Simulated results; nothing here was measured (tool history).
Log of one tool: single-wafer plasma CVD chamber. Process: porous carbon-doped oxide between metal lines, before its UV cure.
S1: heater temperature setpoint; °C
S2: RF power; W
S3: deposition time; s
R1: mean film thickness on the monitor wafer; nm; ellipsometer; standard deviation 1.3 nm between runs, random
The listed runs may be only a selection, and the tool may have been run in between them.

Run 1, hour 0.0: S1 280 °C, S2 505 W, S3 47.6 s. Result: R1 271.06 nm.
Run 2, hour 6.1: S1 272 °C, S2 505 W, S3 47.6 s. Result: R1 282.73 nm.
Run 3, hour 14.7: S1 270 °C, S2 520 W, S3 47.7 s. Result: R1 292.72 nm.
Run 4, hour 22.6: S1 270 °C, S2 520 W, S3 47.6 s. Result: R1 293.01 nm.
Run 5, hour 31.0: S1 280 °C, S2 520 W, S3 47.6 s. Result: R1 275.65 nm.
Run 6, hour 32.5: S1 274 °C, S2 520 W, S3 47.6 s. Result: R1 284.38 nm.
Run 7, hour 33.7: S1 271 °C, S2 535 W, S3 47.7 s. Result: R1 297.07 nm.
Run 8, hour 40.8: S1 269 °C, S2 545 W, S3 47.8 s. Result: R1 302.51 nm.
Run 9, hour 44.8: S1 267 °C, S2 555 W, S3 47.9 s. Result: R1 313.91 nm.

Predict the results of run 10:
Run 10, hour 47.9: S1 265 °C, S2 560 W, S3 47.9 s. Result: R1 ?.

Run 10 gave R1 317.27 nm.

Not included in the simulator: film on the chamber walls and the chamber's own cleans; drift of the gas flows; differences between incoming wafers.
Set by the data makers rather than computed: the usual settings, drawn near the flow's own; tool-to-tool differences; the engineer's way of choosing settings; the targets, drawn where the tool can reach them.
